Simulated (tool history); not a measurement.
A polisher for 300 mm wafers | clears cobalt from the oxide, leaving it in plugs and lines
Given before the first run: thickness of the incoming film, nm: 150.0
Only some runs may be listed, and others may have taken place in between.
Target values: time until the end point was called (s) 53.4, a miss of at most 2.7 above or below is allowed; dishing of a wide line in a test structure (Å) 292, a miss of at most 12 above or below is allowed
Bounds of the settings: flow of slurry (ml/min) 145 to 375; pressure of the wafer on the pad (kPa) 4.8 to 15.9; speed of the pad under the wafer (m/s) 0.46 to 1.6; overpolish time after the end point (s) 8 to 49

run	day	flow of slurry (ml/min)	pressure of the wafer on the pad (kPa)	speed of the pad under the wafer (m/s)	overpolish time after the end point (s)	time until the end point was called (s)	dishing of a wide line in a test structure (Å)
1	0	240	10.3	1.02	25	48.971	347.52
2	0.142	240	10.3	1.02	23	48.722	335.34
3	0.296	240	10.3	1.02	29	48.972	363.92
4	0.371	240	10.3	1.02	34	49.601	367.52
5	0.558	240	10.3	1.02	41	48.886	374.8
6	0.925	240	9.7	1.02	41	53.415	394.29
7	1.246	240	10.3	0.98	35	51.146	370.15
8	1.558	240	9.7	0.98	23	55.882	322.69
9	1.838	240	10.3	0.98	11	51.446	229.44
10	2.079	240	10.3	1	13	49.184	251.15
11	2.133	240	10.3	1	13	49.972	256.76
12	2.188	240	10.3	1.02	14	50.375	264.77
13	2.496	240	10.3	1.04	15	48.124	277.53

Which one of the following 5 next-run settings gets every result inside its allowed miss? There is exactly one.
A	2.804	225	10.3	1.2	16	?	?
B	2.804	250	9.7	1	18	?	?
C	2.804	310	10.3	1.06	15	?	?
D	2.804	235	11	1.1	15	?	?
E	2.804	290	9	1.12	21	?	?

move	time until the end point was called (s)	dishing of a wide line in a test structure (Å)
A	42.697	306.28
B	52.2	295.08
C	45.601	287.85
D	42.809	296.76
E	50.418	321.49
A: lands further from the targets than the last run did
B: each result inside its tolerance
C: lands further from the targets than the last run did
D: lands further from the targets than the last run did
E: lands further from the targets than the last run did
Go with B: it meets all targets.

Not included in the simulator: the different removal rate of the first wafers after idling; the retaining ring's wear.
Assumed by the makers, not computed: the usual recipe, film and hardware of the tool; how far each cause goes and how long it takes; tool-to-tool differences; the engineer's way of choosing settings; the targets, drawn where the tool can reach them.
